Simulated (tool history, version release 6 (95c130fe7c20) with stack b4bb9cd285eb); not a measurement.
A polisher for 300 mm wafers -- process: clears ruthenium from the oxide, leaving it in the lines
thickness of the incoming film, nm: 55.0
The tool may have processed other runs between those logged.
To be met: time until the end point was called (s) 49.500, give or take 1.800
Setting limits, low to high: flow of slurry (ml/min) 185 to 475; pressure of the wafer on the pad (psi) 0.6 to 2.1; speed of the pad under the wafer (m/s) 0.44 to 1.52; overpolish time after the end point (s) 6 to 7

run,day,flow of slurry (ml/min),pressure of the wafer on the pad (psi),speed of the pad under the wafer (m/s),overpolish time after the end point (s),time until the end point was called (s)
1,0.000,305,1.3,0.98,7,77.891
2,0.100,345,1.3,0.98,7,76.625
3,0.312,400,1.3,0.98,7,76.903
4,0.408,400,1.4,0.98,7,70.906
5,0.446,400,1.6,0.98,7,62.367
6,0.533,400,1.7,0.98,7,59.771
7,0.750,400,1.7,0.98,7,58.590
8,0.962,400,1.8,0.98,7,56.009
9,1.262,400,1.9,0.98,7,52.415

Exercise: of the 5 proposed moves below, exactly one satisfies all targets within the stated allowed misses. Which move is it?
A,1.562,400,2.0,1.10,6,?
B,1.562,320,1.7,1.06,6,?
C,1.562,400,1.8,1.10,7,?
D,1.562,340,1.8,1.02,7,?
E,1.562,475,1.6,1.38,7,?

move,time until the end point was called (s)
A,44.732
B,55.361
C,49.593
D,54.055
E,44.099
A: the result that was furthest off in the last run now lies on the other side of its target
B: its largest miss is bigger than the last run's
C: every result lands within tolerance
D: its largest miss is bigger than the last run's
E: the result that was furthest off in the last run now lies on the other side of its target
The move that meets every target is C.
